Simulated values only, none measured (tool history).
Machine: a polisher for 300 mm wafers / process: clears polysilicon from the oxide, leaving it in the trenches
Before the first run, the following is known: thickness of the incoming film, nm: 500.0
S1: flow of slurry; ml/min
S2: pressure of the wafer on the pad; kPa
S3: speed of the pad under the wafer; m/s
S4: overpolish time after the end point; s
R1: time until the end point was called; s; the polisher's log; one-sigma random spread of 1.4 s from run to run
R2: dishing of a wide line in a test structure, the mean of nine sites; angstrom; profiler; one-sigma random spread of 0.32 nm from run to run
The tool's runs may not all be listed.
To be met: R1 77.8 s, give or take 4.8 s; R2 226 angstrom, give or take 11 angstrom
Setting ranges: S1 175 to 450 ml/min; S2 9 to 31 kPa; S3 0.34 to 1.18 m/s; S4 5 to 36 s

run 1 hour=0 | S1=290 S2=20 S3=0.76 S4=18 | R1=51.934 R2=490.21
run 2 hour=8 | S1=360 S2=20 S3=0.76 S4=18 | R1=50.077 R2=478.92
run 3 hour=11.9 | S1=360 S2=20 S3=0.76 S4=11 | R1=51.23 R2=439.12
run 4 hour=14.8 | S1=360 S2=20 S3=0.94 S4=11 | R1=44.173 R2=459.96
run 5 hour=17.5 | S1=380 S2=19.3 S3=0.82 S4=10 | R1=49.57 R2=435.22
run 6 hour=25.9 | S1=410 S2=19.3 S3=0.82 S4=10 | R1=49.27 R2=423.16
run 7 hour=30 | S1=450 S2=13.8 S3=0.72 S4=5 | R1=68.046 R2=250.84
run 8 hour=38.3 | S1=450 S2=13.1 S3=0.72 S4=5 | R1=68.304 R2=247.94
run 9 hour=45.5 | S1=450 S2=12.4 S3=0.72 S4=5 | R1=73.407 R2=241.14

4 next moves are on the table. One of them brings every result within its allowed miss. Which?
run A hour=52.7 | S1=450 S2=16.5 S3=0.58 S4=5 | R1=? R2=?
run B hour=52.7 | S1=450 S2=9 S3=0.84 S4=5 | R1=? R2=?
run C hour=52.7 | S1=420 S2=15.9 S3=0.66 S4=5 | R1=? R2=?
run D hour=52.7 | S1=350 S2=13.8 S3=0.7 S4=5 | R1=? R2=?

move=A R1=67.721 R2=243.29
move=B R1=74.334 R2=227.53
move=C R1=63.915 R2=253.33
move=D R1=67.875 R2=242.89
A: lands further from the targets than the last run did
B: all results in spec
C: lands further from the targets than the last run did
D: lands further from the targets than the last run did
B meets every target.
